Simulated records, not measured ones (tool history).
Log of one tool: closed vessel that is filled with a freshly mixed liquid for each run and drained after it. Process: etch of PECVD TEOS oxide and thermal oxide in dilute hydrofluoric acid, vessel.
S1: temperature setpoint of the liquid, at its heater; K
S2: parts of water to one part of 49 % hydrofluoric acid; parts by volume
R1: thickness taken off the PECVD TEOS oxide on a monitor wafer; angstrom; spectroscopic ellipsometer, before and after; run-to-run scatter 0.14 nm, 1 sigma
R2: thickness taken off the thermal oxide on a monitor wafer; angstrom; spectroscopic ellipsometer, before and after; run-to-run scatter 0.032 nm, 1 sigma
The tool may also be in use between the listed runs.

{"run": 1, "hour": 0.0, "S1": 298.15, "S2": 225, "time in the liquid (s)": 220, "R1": 158.17, "R2": 42.995}
{"run": 2, "hour": 4.4, "S1": 298.15, "S2": 165, "time in the liquid (s)": 220, "R1": 235.05, "R2": 63.508}
{"run": 3, "hour": 10.2, "S1": 297.15, "S2": 165, "time in the liquid (s)": 220, "R1": 223.36, "R2": 61.227}
{"run": 4, "hour": 17.3, "S1": 296.65, "S2": 170, "time in the liquid (s)": 220, "R1": 212.56, "R2": 57.269}
{"hour": 26.3, "done": "thermometer replaced"}
{"run": 5, "hour": 26.3, "S1": 296.65, "S2": 130, "time in the liquid (s)": 220, "R1": 266.93, "R2": 72.894}
{"run": 6, "hour": 33.6, "S1": 295.65, "S2": 135, "time in the liquid (s)": 220, "R1": 247.32, "R2": 67.339}

Run 7 comes next. What will it give?
{"run": 7, "hour": 36.1, "S1": 294.65, "S2": 140, "time in the liquid (s)": 220, "R1": "?", "R2": "?"}

R1: 228.29 angstrom
R2: 63.211 angstrom
